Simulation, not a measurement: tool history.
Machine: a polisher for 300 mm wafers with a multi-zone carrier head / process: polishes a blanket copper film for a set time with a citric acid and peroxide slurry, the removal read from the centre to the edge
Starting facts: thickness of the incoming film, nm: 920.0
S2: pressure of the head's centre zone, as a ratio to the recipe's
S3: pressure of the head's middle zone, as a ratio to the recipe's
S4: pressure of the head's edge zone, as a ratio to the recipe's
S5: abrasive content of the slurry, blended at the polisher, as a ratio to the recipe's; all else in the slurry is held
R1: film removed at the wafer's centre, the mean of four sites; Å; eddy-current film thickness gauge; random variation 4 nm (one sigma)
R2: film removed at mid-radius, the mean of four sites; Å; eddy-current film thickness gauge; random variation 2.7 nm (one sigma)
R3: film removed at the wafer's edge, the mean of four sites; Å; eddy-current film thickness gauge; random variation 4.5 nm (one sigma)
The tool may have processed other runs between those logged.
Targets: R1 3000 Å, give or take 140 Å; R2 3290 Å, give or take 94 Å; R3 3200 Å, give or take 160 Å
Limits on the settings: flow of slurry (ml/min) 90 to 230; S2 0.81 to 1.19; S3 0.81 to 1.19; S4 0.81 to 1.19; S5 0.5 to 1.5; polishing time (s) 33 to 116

{"run": 1, "day": 0.0, "flow of slurry (ml/min)": 150, "S2": 1, "S3": 1, "S4": 1, "S5": 1, "polishing time (s)": 74, "R1": 2345.4, "R2": 2357.7, "R3": 2341.5}
{"run": 2, "day": 0.292, "flow of slurry (ml/min)": 150, "S2": 1, "S3": 0.96, "S4": 1, "S5": 1, "polishing time (s)": 74, "R1": 2329.9, "R2": 2298.9, "R3": 2345.5}
{"run": 3, "day": 0.562, "flow of slurry (ml/min)": 155, "S2": 0.99, "S3": 0.99, "S4": 1.03, "S5": 1.1, "polishing time (s)": 76, "R1": 2415.7, "R2": 2497.1, "R3": 2510.1}
{"run": 4, "day": 0.588, "flow of slurry (ml/min)": 135, "S2": 0.99, "S3": 0.99, "S4": 1.03, "S5": 1.1, "polishing time (s)": 76, "R1": 2355.6, "R2": 2417.6, "R3": 2420.4}
{"run": 5, "day": 0.808, "flow of slurry (ml/min)": 135, "S2": 0.99, "S3": 0.99, "S4": 1.03, "S5": 1, "polishing time (s)": 76, "R1": 2325.7, "R2": 2385.5, "R3": 2384.6}
{"run": 6, "day": 0.867, "flow of slurry (ml/min)": 135, "S2": 0.99, "S3": 0.99, "S4": 1.03, "S5": 1, "polishing time (s)": 67, "R1": 2020.8, "R2": 2132.6, "R3": 2169}
{"run": 7, "day": 0.908, "flow of slurry (ml/min)": 150, "S2": 1, "S3": 1.01, "S4": 1.07, "S5": 1.1, "polishing time (s)": 70, "R1": 2245.2, "R2": 2297.1, "R3": 2353.4}
{"run": 8, "day": 1.283, "flow of slurry (ml/min)": 160, "S2": 1, "S3": 1.04, "S4": 1.09, "S5": 1.2, "polishing time (s)": 73, "R1": 2457.7, "R2": 2555.2, "R3": 2531.9}
{"run": 9, "day": 1.429, "flow of slurry (ml/min)": 170, "S2": 0.99, "S3": 1.05, "S4": 1.11, "S5": 1.25, "polishing time (s)": 75, "R1": 2520.9, "R2": 2692.8, "R3": 2634}
{"run": 10, "day": 1.8, "flow of slurry (ml/min)": 175, "S2": 0.99, "S3": 1.06, "S4": 1.13, "S5": 1.3, "polishing time (s)": 77, "R1": 2668.8, "R2": 2878.7, "R3": 2815.4}
{"run": 11, "day": 1.9, "flow of slurry (ml/min)": 180, "S2": 0.99, "S3": 1.07, "S4": 1.14, "S5": 1.35, "polishing time (s)": 78, "R1": 2727.3, "R2": 2893.7, "R3": 2847.6}
{"run": 12, "day": 2.129, "flow of slurry (ml/min)": 185, "S2": 0.99, "S3": 1.08, "S4": 1.15, "S5": 1.4, "polishing time (s)": 79, "R1": 2779.8, "R2": 3038.5, "R3": 2898.3}
{"run": 13, "day": 2.383, "flow of slurry (ml/min)": 185, "S2": 0.99, "S3": 1.08, "S4": 1.16, "S5": 1.4, "polishing time (s)": 80, "R1": 2741.4, "R2": 3042.6, "R3": 3082.2}

4 candidate next runs follow, results not yet known. Just one meets every target within its allowed miss. Identify it.
{"run": "A", "day": 2.638, "flow of slurry (ml/min)": 190, "S2": 0.91, "S3": 1.04, "S4": 1.18, "S5": 1.45, "polishing time (s)": 78, "R1": "?", "R2": "?", "R3": "?"}
{"run": "B", "day": 2.638, "flow of slurry (ml/min)": 215, "S2": 1, "S3": 1.14, "S4": 1.11, "S5": 1.45, "polishing time (s)": 79, "R1": "?", "R2": "?", "R3": "?"}
{"run": "C", "day": 2.638, "flow of slurry (ml/min)": 135, "S2": 0.99, "S3": 0.93, "S4": 1.19, "S5": 1.2, "polishing time (s)": 94, "R1": "?", "R2": "?", "R3": "?"}
{"run": "D", "day": 2.638, "flow of slurry (ml/min)": 195, "S2": 0.97, "S3": 1.05, "S4": 1.1, "S5": 1.5, "polishing time (s)": 87, "R1": "?", "R2": "?", "R3": "?"}

move=A R1=2536.2 R2=2901.8 R3=2926.3
move=B R1=2882.5 R2=3234 R3=2905.5
move=C R1=2992.2 R2=2884.6 R3=3269.8
move=D R1=3051.2 R2=3297.9 R3=3178.7
A: further off than the last run
B: brings the last run's worst result on target, with another outside its allowed miss
C: further off than the last run
D: each result inside its tolerance
D is the move that brings every result within its allowed miss.
